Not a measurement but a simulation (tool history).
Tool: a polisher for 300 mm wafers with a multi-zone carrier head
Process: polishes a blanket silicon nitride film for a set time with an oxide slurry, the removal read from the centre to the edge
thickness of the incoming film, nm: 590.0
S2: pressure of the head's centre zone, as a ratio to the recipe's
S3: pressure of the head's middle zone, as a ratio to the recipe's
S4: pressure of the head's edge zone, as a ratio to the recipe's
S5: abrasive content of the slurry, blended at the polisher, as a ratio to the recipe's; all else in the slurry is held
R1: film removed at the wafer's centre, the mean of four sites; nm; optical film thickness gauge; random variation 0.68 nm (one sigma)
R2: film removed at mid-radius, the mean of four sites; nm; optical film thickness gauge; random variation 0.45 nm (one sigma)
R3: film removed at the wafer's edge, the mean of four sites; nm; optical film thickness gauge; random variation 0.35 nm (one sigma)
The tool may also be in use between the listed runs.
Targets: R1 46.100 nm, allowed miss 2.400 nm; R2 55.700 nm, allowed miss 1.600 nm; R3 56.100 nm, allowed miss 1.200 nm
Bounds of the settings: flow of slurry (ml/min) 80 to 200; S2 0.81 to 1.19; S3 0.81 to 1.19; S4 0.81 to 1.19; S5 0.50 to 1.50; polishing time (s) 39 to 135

{"run": 1, "hour": 0.0, "flow of slurry (ml/min)": 130, "S2": 1.0, "S3": 1.0, "S4": 1.0, "S5": 1.0, "polishing time (s)": 87, "R1": 58.057, "R2": 57.653, "R3": 57.845}
{"run": 2, "hour": 0.7, "flow of slurry (ml/min)": 130, "S2": 1.0, "S3": 1.0, "S4": 0.93, "S5": 1.0, "polishing time (s)": 87, "R1": 58.219, "R2": 57.217, "R3": 56.227}
{"run": 3, "hour": 2.1, "flow of slurry (ml/min)": 130, "S2": 0.96, "S3": 1.0, "S4": 0.93, "S5": 1.0, "polishing time (s)": 87, "R1": 56.611, "R2": 56.814, "R3": 55.989}
{"run": 4, "hour": 10.8, "flow of slurry (ml/min)": 125, "S2": 0.93, "S3": 1.01, "S4": 0.96, "S5": 1.0, "polishing time (s)": 87, "R1": 55.185, "R2": 56.037, "R3": 56.299}
{"run": 5, "hour": 19.0, "flow of slurry (ml/min)": 120, "S2": 0.9, "S3": 1.04, "S4": 1.0, "S5": 0.95, "polishing time (s)": 87, "R1": 51.337, "R2": 55.553, "R3": 55.496}
{"run": 6, "hour": 25.3, "flow of slurry (ml/min)": 120, "S2": 0.9, "S3": 1.04, "S4": 1.0, "S5": 0.95, "polishing time (s)": 76, "R1": 44.895, "R2": 48.68, "R3": 48.289}
{"run": 7, "hour": 28.3, "flow of slurry (ml/min)": 130, "S2": 0.88, "S3": 1.05, "S4": 1.04, "S5": 0.95, "polishing time (s)": 76, "R1": 44.302, "R2": 49.529, "R3": 50.099}
{"run": 8, "hour": 35.5, "flow of slurry (ml/min)": 140, "S2": 0.87, "S3": 1.06, "S4": 1.05, "S5": 0.95, "polishing time (s)": 76, "R1": 46.021, "R2": 51.034, "R3": 50.112}
{"run": 9, "hour": 41.6, "flow of slurry (ml/min)": 140, "S2": 0.86, "S3": 1.07, "S4": 1.08, "S5": 1.0, "polishing time (s)": 76, "R1": 46.783, "R2": 52.627, "R3": 53.219}
{"run": 10, "hour": 47.4, "flow of slurry (ml/min)": 140, "S2": 0.85, "S3": 1.08, "S4": 1.1, "S5": 1.0, "polishing time (s)": 76, "R1": 47.001, "R2": 52.467, "R3": 53.152}
{"run": 11, "hour": 53.3, "flow of slurry (ml/min)": 135, "S2": 0.84, "S3": 1.1, "S4": 1.12, "S5": 1.0, "polishing time (s)": 76, "R1": 45.279, "R2": 53.255, "R3": 53.73}

5 next moves are on the table. One of them brings every result within its allowed miss. Which?
{"run": "A", "hour": 59.2, "flow of slurry (ml/min)": 165, "S2": 0.94, "S3": 1.05, "S4": 1.1, "S5": 0.9, "polishing time (s)": 81, "R1": "?", "R2": "?", "R3": "?"}
{"run": "B", "hour": 59.2, "flow of slurry (ml/min)": 195, "S2": 0.92, "S3": 1.17, "S4": 1.04, "S5": 0.95, "polishing time (s)": 76, "R1": "?", "R2": "?", "R3": "?"}
{"run": "C", "hour": 59.2, "flow of slurry (ml/min)": 155, "S2": 0.93, "S3": 1.02, "S4": 1.03, "S5": 0.85, "polishing time (s)": 92, "R1": "?", "R2": "?", "R3": "?"}
{"run": "D", "hour": 59.2, "flow of slurry (ml/min)": 160, "S2": 0.84, "S3": 1.02, "S4": 1.19, "S5": 0.9, "polishing time (s)": 81, "R1": "?", "R2": "?", "R3": "?"}
{"run": "E", "hour": 59.2, "flow of slurry (ml/min)": 110, "S2": 0.81, "S3": 1.06, "S4": 1.03, "S5": 0.95, "polishing time (s)": 88, "R1": "?", "R2": "?", "R3": "?"}

move=A R1=50.680 R2=53.108 R3=54.291
move=B R1=50.332 R2=58.224 R3=52.533
move=C R1=53.869 R2=55.635 R3=56.523
move=D R1=46.797 R2=51.622 R3=56.342
move=E R1=47.471 R2=55.842 R3=56.101
A: as far off as the last run
B: further off than the last run
C: brings the result that was furthest off to its target, and leaves another outside
D: brings the result that was furthest off to its target, and leaves another outside
E: meets every target
The right move is E.

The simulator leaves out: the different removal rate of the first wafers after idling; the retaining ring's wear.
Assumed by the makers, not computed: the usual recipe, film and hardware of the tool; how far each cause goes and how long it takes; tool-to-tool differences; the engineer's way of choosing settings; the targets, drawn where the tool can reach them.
